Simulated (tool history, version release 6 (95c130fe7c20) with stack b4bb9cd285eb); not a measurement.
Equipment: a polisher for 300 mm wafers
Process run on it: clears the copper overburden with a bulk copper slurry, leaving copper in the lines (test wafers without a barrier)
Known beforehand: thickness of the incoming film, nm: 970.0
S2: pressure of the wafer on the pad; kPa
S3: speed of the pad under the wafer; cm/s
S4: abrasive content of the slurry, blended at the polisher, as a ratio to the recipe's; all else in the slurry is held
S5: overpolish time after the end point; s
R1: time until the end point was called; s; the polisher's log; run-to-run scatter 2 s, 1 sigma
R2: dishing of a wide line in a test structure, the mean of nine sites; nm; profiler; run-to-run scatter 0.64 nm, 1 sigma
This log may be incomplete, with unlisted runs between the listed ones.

Run 1, hour 0.0: flow of slurry (ml/min) 320, S2 18.6 kPa, S3 98 cm/s, S4 1.0, S5 10 s. Result: R1 101.720 s, R2 51.279 nm.
Run 2, hour 3.1: flow of slurry (ml/min) 320, S2 18.6 kPa, S3 120 cm/s, S4 1.0, S5 10 s. Result: R1 85.005 s, R2 61.198 nm.
Run 3, hour 5.9: flow of slurry (ml/min) 320, S2 18.6 kPa, S3 120 cm/s, S4 1.0, S5 7 s. Result: R1 85.855 s, R2 43.958 nm.
Run 4, hour 7.2: flow of slurry (ml/min) 320, S2 18.6 kPa, S3 110 cm/s, S4 1.0, S5 7 s. Result: R1 91.980 s, R2 42.428 nm.
Run 5, hour 12.1: flow of slurry (ml/min) 320, S2 15.9 kPa, S3 106 cm/s, S4 1.0, S5 7 s. Result: R1 108.000 s, R2 36.688 nm.
Run 6, hour 17.8: flow of slurry (ml/min) 320, S2 17.9 kPa, S3 106 cm/s, S4 1.0, S5 7 s. Result: R1 99.107 s, R2 40.995 nm.
Run 7, hour 22.9: flow of slurry (ml/min) 320, S2 13.1 kPa, S3 88 cm/s, S4 1.0, S5 8 s. Result: R1 149.330 s, R2 30.164 nm.
Run 8, hour 29.6: flow of slurry (ml/min) 320, S2 12.4 kPa, S3 88 cm/s, S4 1.0, S5 8 s. Result: R1 156.170 s, R2 31.398 nm.

Run 9 comes next. What will it give?
Run 9, hour 32.8: flow of slurry (ml/min) 320, S2 11.7 kPa, S3 88 cm/s, S4 1.0, S5 8 s. Result: R1 ?, R2 ?.

{"run 9": {"R1": 162.79, "R2": 29.427}}
